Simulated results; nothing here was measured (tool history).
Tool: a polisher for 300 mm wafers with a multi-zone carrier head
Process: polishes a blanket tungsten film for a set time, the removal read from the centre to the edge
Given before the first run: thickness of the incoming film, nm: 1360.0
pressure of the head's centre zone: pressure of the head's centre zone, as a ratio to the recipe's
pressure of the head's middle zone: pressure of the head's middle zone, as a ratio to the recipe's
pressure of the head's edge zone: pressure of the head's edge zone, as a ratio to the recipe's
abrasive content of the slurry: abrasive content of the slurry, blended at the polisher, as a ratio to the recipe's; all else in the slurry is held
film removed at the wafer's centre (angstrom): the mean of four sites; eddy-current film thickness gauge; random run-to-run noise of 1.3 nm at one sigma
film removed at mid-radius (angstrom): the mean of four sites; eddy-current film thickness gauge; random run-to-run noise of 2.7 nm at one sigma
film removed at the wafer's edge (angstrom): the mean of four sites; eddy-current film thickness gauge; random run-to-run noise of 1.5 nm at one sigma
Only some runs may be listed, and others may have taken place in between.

run,hour,flow of slurry (ml/min),pressure of the head's centre zone,pressure of the head's middle zone,pressure of the head's edge zone,abrasive content of the slurry,polishing time (s),film removed at the wafer's centre (angstrom),film removed at mid-radius (angstrom),film removed at the wafer's edge (angstrom)
1,0,310,1,1,1,1,42,1210.5,1182.7,1183.4
2,2.1,310,1,1,1.08,1,42,1224.7,1190.9,1210.1
3,9.2,310,1,1.05,1.08,1,42,1187.5,1222.7,1250.3
4,13.7,355,1,1.05,1.08,1,42,1232.8,1237.9,1246.7
5,21,390,1,1.05,1.08,1,42,1237.5,1292.2,1249.1
6,27.8,405,1.02,1.07,1.09,1.1,43,1347.7,1357.5,1324.6

Run 7 has not been measured yet. What should we expect?
7,32.8,420,1.02,1.1,1.09,1.2,44,?,?,?

{"run 7": {"film removed at the wafer's centre (angstrom)": 1398.5, "film removed at mid-radius (angstrom)": 1447, "film removed at the wafer's edge (angstrom)": 1382}}

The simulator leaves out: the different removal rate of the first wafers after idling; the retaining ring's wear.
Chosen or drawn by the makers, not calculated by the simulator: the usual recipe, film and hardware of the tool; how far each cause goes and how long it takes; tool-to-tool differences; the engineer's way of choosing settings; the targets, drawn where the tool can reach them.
